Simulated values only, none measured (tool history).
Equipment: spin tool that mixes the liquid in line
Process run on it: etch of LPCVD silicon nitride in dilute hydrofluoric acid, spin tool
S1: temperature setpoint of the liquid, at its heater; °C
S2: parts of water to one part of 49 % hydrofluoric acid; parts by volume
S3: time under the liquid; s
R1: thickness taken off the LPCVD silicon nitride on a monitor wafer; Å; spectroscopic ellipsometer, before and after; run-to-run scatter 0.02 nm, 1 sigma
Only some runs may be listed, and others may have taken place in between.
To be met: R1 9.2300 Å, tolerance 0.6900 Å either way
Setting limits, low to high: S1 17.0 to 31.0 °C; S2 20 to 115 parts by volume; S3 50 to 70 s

run 1 hour=0.0 | S1=23.0 S2=65 S3=70 | R1=4.5171
run 2 hour=1.6 | S1=21.5 S2=65 S3=70 | R1=4.0857
run 3 hour=3.2 | S1=20.0 S2=65 S3=70 | R1=3.7472
run 4 hour=5.5 | S1=22.0 S2=60 S3=70 | R1=4.7204
run 5 hour=13.1 | S1=22.0 S2=40 S3=70 | R1=6.7497
run 6 hour=16.4 | S1=22.0 S2=40 S3=70 | R1=6.6662
run 7 hour=24.3 | S1=23.0 S2=40 S3=70 | R1=7.3381
run 8 hour=31.4 | S1=26.0 S2=35 S3=70 | R1=10.0600

Pick the move, out of 5, that brings all results within their allowed miss; only one does.
run A hour=38.5 | S1=26.0 S2=35 S3=55 | R1=?
run B hour=38.5 | S1=22.0 S2=20 S3=50 | R1=?
run C hour=38.5 | S1=30.5 S2=35 S3=55 | R1=?
run D hour=38.5 | S1=31.0 S2=45 S3=50 | R1=?
run E hour=38.5 | S1=24.5 S2=40 S3=65 | R1=?

move=A R1=8.0718
move=B R1=9.5695
move=C R1=10.8580
move=D R1=7.9615
move=E R1=7.5721
A: carries the result that was furthest off beyond its target, to the other side
B: every result within its allowed miss
C: its largest miss is bigger than the last run's
D: carries the result that was furthest off beyond its target, to the other side
E: carries the result that was furthest off beyond its target, to the other side
Answer: B
